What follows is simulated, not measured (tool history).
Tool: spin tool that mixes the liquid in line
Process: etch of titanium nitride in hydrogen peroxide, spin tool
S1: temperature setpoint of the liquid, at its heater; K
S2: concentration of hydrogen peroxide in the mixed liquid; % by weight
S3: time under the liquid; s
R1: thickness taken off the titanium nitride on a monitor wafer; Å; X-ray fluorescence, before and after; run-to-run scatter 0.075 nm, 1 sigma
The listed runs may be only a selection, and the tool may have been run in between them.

Run 1, day 0.000: S1 329.15 K, S2 21.5 % by weight, S3 275 s. Result: R1 153.770 Å.
Run 2, day 0.038: S1 333.15 K, S2 21.5 % by weight, S3 275 s. Result: R1 202.150 Å.
Run 3, day 0.254: S1 339.15 K, S2 21.5 % by weight, S3 275 s. Result: R1 299.010 Å.
Run 4, day 0.458: S1 332.65 K, S2 21.0 % by weight, S3 275 s. Result: R1 194.630 Å.
Run 5, day 0.496: S1 335.15 K, S2 21.0 % by weight, S3 275 s. Result: R1 233.760 Å.
Run 6, day 0.688: S1 335.15 K, S2 17.5 % by weight, S3 275 s. Result: R1 220.190 Å.
Run 7, day 1.017: S1 330.15 K, S2 17.5 % by weight, S3 275 s. Result: R1 155.800 Å.
Run 8, day 1.183: S1 327.15 K, S2 17.5 % by weight, S3 275 s. Result: R1 128.130 Å.
Run 9, day 1.400: S1 325.15 K, S2 17.5 % by weight, S3 275 s. Result: R1 111.170 Å.
Run 10, day 1.762: S1 323.65 K, S2 17.5 % by weight, S3 275 s. Result: R1 100.670 Å.
Run 11, day 2.029: S1 322.65 K, S2 17.5 % by weight, S3 275 s. Result: R1 93.330 Å.
Run 12, day 2.192: S1 322.15 K, S2 17.5 % by weight, S3 275 s. Result: R1 88.793 Å.

Run 13 is up next; what results do you expect?
Run 13, day 2.438: S1 321.65 K, S2 17.5 % by weight, S3 275 s. Result: R1 ?.

R1: 85.214 Å
